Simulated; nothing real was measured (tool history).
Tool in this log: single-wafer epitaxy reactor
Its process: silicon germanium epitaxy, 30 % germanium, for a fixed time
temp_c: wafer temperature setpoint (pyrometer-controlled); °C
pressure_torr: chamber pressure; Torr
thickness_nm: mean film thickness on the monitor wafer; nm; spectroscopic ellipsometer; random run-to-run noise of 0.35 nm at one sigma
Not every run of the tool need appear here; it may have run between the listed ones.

run  hour  temp_c  pressure_torr  thickness_nm
  1   0.0     610           20.8        73.775
  2   5.3     618           20.8        85.700
  3   7.6     623           20.8        95.500
  4  14.0     628           20.8       104.790
  5  14.7     628           19.2       100.410
  6  21.7     621           19.1        87.068
  7  24.0     617           19.0        80.707

What does the tool deliver on the next run?
  8  31.0     614           18.9             ?

{"run 8": {"thickness_nm": 75.697}}

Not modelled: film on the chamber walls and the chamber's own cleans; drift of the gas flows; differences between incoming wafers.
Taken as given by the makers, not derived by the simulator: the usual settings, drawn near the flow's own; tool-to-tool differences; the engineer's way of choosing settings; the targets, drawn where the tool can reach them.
